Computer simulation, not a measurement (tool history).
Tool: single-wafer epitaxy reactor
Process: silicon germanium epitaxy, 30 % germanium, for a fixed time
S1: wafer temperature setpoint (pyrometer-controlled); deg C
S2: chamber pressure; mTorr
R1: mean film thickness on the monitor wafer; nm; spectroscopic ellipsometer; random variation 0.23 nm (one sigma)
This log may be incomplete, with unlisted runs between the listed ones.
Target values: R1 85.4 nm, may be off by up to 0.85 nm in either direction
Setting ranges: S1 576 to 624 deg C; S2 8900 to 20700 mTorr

| run | hour | S1 | S2 | R1 |
|---|---|---|---|---|
| 1 | 0 | 600 | 14800 | 55.927 |
| 2 | 3.2 | 590 | 14800 | 45.342 |
| 3 | 11 | 590 | 15700 | 46.268 |
| 4 | 18.1 | 582 | 15700 | 38.804 |
| 5 | 23.7 | 582 | 16800 | 39.563 |
| 6 | 29.3 | 589 | 16800 | 46.288 |
| 7 | 34.6 | 594 | 16800 | 51.226 |
| 8 | 40.7 | 598 | 16800 | 55.784 |
| 9 | 47.3 | 602 | 16800 | 60.387 |
| 10 | 53.2 | 605 | 16800 | 64.5 |
| 11 | 54.9 | 607 | 16800 | 67.351 |
| 12 | 60.6 | 609 | 16800 | 70.387 |
| 13 | 65.9 | 611 | 16800 | 73.009 |
| 14 | 71.6 | 612 | 16800 | 74.389 |
| 15 | 78.8 | 613 | 16800 | 75.914 |
| 16 | 81.1 | 614 | 16800 | 77.592 |
| 17 | 86.2 | 615 | 16800 | 79.017 |
| 18 | 90.2 | 616 | 16800 | 80.824 |
| 19 | 94.6 | 618 | 16800 | 84.169 |

Which of these 5 next moves meets every target?
| A | 99 | 616 | 18700 | ? |
| B | 99 | 617 | 20300 | ? |
| C | 99 | 617 | 18500 | ? |
| D | 99 | 616 | 17700 | ? |
| E | 99 | 620 | 17100 | ? |

| move | R1 |
|---|---|
| A | 83.924 |
| B | 88.081 |
| C | 85.3 |
| D | 82.359 |
| E | 88.135 |
A: further off than the last run
B: takes the result that was furthest off past its target
C: meets every target
D: further off than the last run
E: takes the result that was furthest off past its target
C meets every target.
